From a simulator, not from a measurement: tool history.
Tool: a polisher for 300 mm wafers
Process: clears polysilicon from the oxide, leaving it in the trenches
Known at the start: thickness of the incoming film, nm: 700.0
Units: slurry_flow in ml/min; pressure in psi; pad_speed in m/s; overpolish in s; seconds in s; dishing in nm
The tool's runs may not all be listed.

{"run": 1, "hour": 0.0, "slurry_flow": 185, "pressure": 3.3, "pad_speed": 0.96, "overpolish": 8, "seconds": 36.251, "dishing": 61.643}
{"run": 2, "hour": 8.1, "slurry_flow": 200, "pressure": 3.3, "pad_speed": 0.96, "overpolish": 8, "seconds": 35.779, "dishing": 60.991}
{"run": 3, "hour": 11.5, "slurry_flow": 200, "pressure": 2.6, "pad_speed": 0.96, "overpolish": 8, "seconds": 46.44, "dishing": 56.52}
{"run": 4, "hour": 20.4, "slurry_flow": 220, "pressure": 2.5, "pad_speed": 1.06, "overpolish": 7, "seconds": 41.696, "dishing": 57.624}
{"run": 5, "hour": 21.3, "slurry_flow": 220, "pressure": 2.5, "pad_speed": 1.06, "overpolish": 4, "seconds": 43.168, "dishing": 43.491}
{"run": 6, "hour": 23.9, "slurry_flow": 220, "pressure": 2.5, "pad_speed": 1.06, "overpolish": 2, "seconds": 42.357, "dishing": 27.118}
{"run": 7, "hour": 25.0, "slurry_flow": 230, "pressure": 2.6, "pad_speed": 1.06, "overpolish": 2, "seconds": 41.291, "dishing": 28.32}
{"run": 8, "hour": 26.4, "slurry_flow": 230, "pressure": 2.7, "pad_speed": 1.08, "overpolish": 2, "seconds": 38.077, "dishing": 29.951}

Forecast run 9:
{"run": 9, "hour": 30.9, "slurry_flow": 240, "pressure": 3.2, "pad_speed": 1.08, "overpolish": 4, "seconds": "?", "dishing": "?"}

Run 9 gave seconds 32.662 s, dishing 48.928 nm.
